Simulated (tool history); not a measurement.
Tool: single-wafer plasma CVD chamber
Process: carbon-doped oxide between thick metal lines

run	day	heater temperature setpoint (deg C)	chamber pressure (Pa)	RF power (W)	deposition time (s)	mean film thickness on the monitor wafer (nm)
1	0.000	350	756	480	81.5	410.97
2	0.033	347	809	510	81.7	441.69
3	0.279	347	809	510	81.5	441.57
4	0.446	344	871	515	81.5	450.09
5	0.525	342	901	530	81.6	465.44
6	0.821	342	831	530	81.6	462.97
7	0.862	340	851	540	81.6	474.11
8	0.917	338	867	545	81.6	479.20

Run 9 comes next. What will it give?
9	0.996	337	884	550	81.6	?

Run 9 gave mean film thickness on the monitor wafer (nm) 489.85.

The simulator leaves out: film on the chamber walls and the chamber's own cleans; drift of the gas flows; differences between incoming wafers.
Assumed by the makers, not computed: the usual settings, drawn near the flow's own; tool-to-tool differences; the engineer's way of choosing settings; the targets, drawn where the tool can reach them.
